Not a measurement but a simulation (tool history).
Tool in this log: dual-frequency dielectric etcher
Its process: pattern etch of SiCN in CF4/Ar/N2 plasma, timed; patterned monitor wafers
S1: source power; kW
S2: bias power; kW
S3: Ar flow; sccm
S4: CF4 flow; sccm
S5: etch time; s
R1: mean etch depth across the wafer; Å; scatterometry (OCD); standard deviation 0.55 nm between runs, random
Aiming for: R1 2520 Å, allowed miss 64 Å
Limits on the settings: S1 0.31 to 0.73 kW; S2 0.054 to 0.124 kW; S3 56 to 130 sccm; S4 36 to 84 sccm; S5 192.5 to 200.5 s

run,hour,S1,S2,S3,S4,S5,R1
1,0,0.52,0.089,93,60,192.5,2173.6
2,7.1,0.53,0.089,93,60,192.5,2218.3
3,12.6,0.54,0.089,93,60,192.5,2252.5
4,16.2,0.54,0.089,99,60,192.5,2222.6
5,20.5,0.54,0.095,99,60,192.5,2267.1
6,24.9,0.54,0.095,99,64,192.5,2306.7
7,33.8,0.55,0.095,99,64,192.5,2341
8,38.3,0.56,0.095,99,64,192.5,2375.1
9,44.5,0.57,0.095,99,64,192.5,2411

Which of these 4 next moves meets every target?
A,50.7,0.55,0.107,98,62,199,?
B,50.7,0.54,0.101,103,68,194,?
C,50.7,0.56,0.088,109,62,200.5,?
D,50.7,0.52,0.104,89,60,196,?

move,R1
A,2499
B,2363.2
C,2351.9
D,2346.6
A: all results land within tolerance of their targets
B: the biggest miss grows against the last run
C: the biggest miss grows against the last run
D: the biggest miss grows against the last run
Correct choice: A, which meets every target

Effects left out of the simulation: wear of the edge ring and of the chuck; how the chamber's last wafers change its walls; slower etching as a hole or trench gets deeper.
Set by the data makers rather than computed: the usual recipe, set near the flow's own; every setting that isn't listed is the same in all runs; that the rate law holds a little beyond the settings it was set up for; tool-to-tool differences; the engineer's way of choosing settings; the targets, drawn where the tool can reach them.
